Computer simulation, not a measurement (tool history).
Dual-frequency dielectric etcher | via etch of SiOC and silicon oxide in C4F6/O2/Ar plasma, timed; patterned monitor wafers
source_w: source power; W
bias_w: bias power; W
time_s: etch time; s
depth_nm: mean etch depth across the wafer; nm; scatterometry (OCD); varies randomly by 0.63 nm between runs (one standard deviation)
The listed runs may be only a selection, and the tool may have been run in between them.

run,hour,source_w,bias_w,time_s,depth_nm
1,0,470,227,60,79.533
2,5.7,470,212,60,76.478
3,8.6,470,212,55,71.17
4,17.2,470,249,55,75.754
5,18.4,470,277,55,79.241
6,19.4,440,277,55,77.534
7,25.2,490,285,55,81.722

For run 8, what comes out?
# hour 33.8: wet clean of the chamber
8,33.8,590,303,55.5,?

Run 8 yielded depth_nm 88.495 nm.

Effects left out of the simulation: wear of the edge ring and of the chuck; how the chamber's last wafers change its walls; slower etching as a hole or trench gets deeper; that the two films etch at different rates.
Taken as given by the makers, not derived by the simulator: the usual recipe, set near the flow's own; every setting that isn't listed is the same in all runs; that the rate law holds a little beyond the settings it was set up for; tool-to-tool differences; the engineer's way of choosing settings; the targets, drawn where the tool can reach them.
